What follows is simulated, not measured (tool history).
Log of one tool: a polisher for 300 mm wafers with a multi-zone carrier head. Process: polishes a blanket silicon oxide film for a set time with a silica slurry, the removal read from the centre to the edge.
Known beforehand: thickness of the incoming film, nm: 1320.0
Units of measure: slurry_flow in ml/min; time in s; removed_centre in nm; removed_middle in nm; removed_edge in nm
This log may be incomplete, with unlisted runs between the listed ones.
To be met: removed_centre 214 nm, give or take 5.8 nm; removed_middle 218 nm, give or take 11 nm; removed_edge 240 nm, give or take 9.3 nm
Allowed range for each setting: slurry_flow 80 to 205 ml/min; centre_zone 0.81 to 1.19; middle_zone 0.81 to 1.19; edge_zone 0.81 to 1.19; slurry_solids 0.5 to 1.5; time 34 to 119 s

run,hour,slurry_flow,centre_zone,middle_zone,edge_zone,slurry_solids,time,removed_centre,removed_middle,removed_edge
1,0,135,1,1,1,1,76,172.65,183.2,180.92
2,5.1,140,1,0.99,1.04,1.05,76,181.67,187.45,192.32
3,10.5,150,1,0.99,1.07,1.1,76,190.64,193.57,197.77
4,11.1,150,0.99,0.98,1.09,1.15,77,194.51,203.23,206.71
5,12.3,150,0.98,0.96,1.11,1.2,77,197.52,198.4,216.69
6,18.3,155,0.98,0.96,1.12,1.25,77,204.32,208.35,224.29
7,20.1,160,0.98,0.96,1.13,1.25,77,205.15,207.61,218.88
8,27.4,155,0.98,0.96,1.13,1.3,77,206.57,206.07,227.06
9,29.9,155,0.98,0.96,1.14,1.3,77,206.82,211.45,228.54
10,37.7,155,0.98,0.96,1.15,1.3,77,207.13,214.96,235.16

Next run, 4 choices. One meets every target within its allowed miss, the rest don't. Which?
A,45.5,150,0.96,0.94,1.1,1.35,77,?,?,?
B,45.5,180,0.96,0.95,1.17,1.45,75,?,?,?
C,45.5,140,0.94,1.08,1.19,1.2,79,?,?,?
D,45.5,110,0.92,0.96,1.19,1.45,82,?,?,?

move,removed_centre,removed_middle,removed_edge
A,203.86,210.09,229.15
B,212.8,220.27,242.32
C,191.07,225.65,227.01
D,198,217.68,246.85
A: moves away from the targets compared with the last run
B: every result lands within tolerance
C: moves away from the targets compared with the last run
D: moves away from the targets compared with the last run
B meets every target.
